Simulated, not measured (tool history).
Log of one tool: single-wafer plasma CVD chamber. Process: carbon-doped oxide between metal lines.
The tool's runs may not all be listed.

run	hour	heater temperature setpoint (K)	chamber pressure (Pa)	RF power (kW)	deposition time (s)	mean film thickness on the monitor wafer (nm)
1	0	613.15	761	0.65	6.26	43.149
2	4.4	616.15	736	0.645	6.26	42.372
3	9.3	608.15	736	0.645	6.26	43.549
4	14.9	611.15	715	0.64	6.26	42.955
5	22.8	611.15	715	0.58	6.26	41.365
6	28.9	613.15	705	0.58	6.26	41.099
7	35.4	615.15	697	0.575	6.26	40.591
8	38.8	616.15	691	0.575	6.26	40.545
9	46	617.15	685	0.57	6.26	40.218

Run 10 comes next. What will it give?
10	52.6	618.15	680	0.57	6.26	?

Run 10 came out at mean film thickness on the monitor wafer (nm) 40.075.
